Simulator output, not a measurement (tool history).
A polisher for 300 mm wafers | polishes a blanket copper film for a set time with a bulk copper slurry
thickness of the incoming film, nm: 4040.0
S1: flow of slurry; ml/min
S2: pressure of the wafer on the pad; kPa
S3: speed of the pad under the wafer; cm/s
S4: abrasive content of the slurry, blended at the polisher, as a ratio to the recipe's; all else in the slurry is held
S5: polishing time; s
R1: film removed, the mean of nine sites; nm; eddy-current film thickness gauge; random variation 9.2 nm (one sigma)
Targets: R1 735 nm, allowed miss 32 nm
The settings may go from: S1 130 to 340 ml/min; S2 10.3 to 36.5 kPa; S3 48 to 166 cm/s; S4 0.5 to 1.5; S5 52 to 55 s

run	day	S1	S2	S3	S4	S5	R1
1	0	220	23.4	106	1	52	579.36
2	0.271	220	23.4	94	1	52	509.46
3	0.529	220	23.4	94	1	55	547.88
4	0.75	220	24.8	94	1	55	571.19
5	0.971	220	24.8	94	0.85	55	561.27
6	1.179	220	26.2	94	0.85	55	589.59
7	1.304	220	27.6	94	0.85	55	613.04
8	1.371	220	29	94	0.85	55	627.33
9	1.517	220	30.3	94	0.85	55	684.64
10	1.571	220	30.3	94	0.85	55	687.56
11	1.8	220	31	94	0.85	55	692.84
12	1.938	220	31	94	0.85	55	673.74

4 next moves are on the table. One of them brings every result within its allowed miss. Which?
A	2.075	170	33.1	80	0.95	52	?
B	2.075	210	24.1	134	1.05	52	?
C	2.075	270	29	90	0.85	53	?
D	2.075	245	31.7	78	1	55	?

move	R1
A	588.65
B	746.6
C	609.38
D	614.83
A: further off than the last run
B: meets every target
C: further off than the last run
D: further off than the last run
Move B is the one to make.

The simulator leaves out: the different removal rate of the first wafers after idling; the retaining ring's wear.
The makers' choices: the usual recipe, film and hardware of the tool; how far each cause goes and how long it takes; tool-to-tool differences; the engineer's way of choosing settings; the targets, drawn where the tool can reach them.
